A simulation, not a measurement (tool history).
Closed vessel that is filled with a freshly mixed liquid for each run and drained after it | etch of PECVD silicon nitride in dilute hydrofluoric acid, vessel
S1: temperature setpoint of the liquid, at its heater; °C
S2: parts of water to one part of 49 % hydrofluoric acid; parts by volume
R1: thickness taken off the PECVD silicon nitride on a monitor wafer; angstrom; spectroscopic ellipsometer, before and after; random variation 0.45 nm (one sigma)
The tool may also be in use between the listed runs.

run 1 day=0 | S1=24 S2=160 time_in_the_liquid_(s)=2595 | R1=311.02
run 2 day=0.221 | S1=25 S2=160 time_in_the_liquid_(s)=2595 | R1=325.52
run 3 day=0.383 | S1=26 S2=160 time_in_the_liquid_(s)=2595 | R1=346.75
run 4 day=0.654 | S1=24.5 S2=160 time_in_the_liquid_(s)=2595 | R1=318.78
run 5 day=0.758 | S1=25.5 S2=160 time_in_the_liquid_(s)=2595 | R1=340.74
run 6 day=0.967 | S1=25.5 S2=160 time_in_the_liquid_(s)=2595 | R1=337.37
run 7 day=1.317 | S1=26.5 S2=160 time_in_the_liquid_(s)=2595 | R1=354.38
run 8 day=1.538 | S1=27.5 S2=160 time_in_the_liquid_(s)=2595 | R1=383.77

Forecast run 9:
run 9 day=1.7 | S1=27.5 S2=160 time_in_the_liquid_(s)=2595 | R1=?

{"run 9": {"R1": 376.79}}
